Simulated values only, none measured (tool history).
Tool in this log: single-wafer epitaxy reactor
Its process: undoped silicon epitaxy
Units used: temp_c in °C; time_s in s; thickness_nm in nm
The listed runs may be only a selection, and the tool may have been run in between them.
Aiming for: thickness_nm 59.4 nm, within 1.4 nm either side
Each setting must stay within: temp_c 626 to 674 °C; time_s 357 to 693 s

run    day  temp_c  time_s  thickness_nm
  1      0     650     525        81.265
  2  0.138     660     525        97.868
  3  0.225     653     523        86.036
  4  0.521     653     554        90.253
     0.888  -- pyrometer calibrated
  5  0.888     653     614        104.79
  6  0.975     646     608        90.388
  7  1.025     641     602        81.521
  8  1.096     629     583        62.035
  9  1.246     628     583        60.958

5 next moves are on the table. One of them brings every result within its allowed miss. Which?
  A  1.396     626     628             ?
  B  1.396     634     545             ?
  C  1.396     626     564             ?
  D  1.396     637     477             ?
  E  1.396     628     587             ?

move  thickness_nm
   A        62.949
   B        64.071
   C        56.534
   D        59.493
   E        61.246
A: the biggest miss grows against the last run
B: the biggest miss grows against the last run
C: the result that was furthest off in the last run now lies on the other side of its target
D: hits every target within its allowed miss
E: the biggest miss grows against the last run
The right move is D.
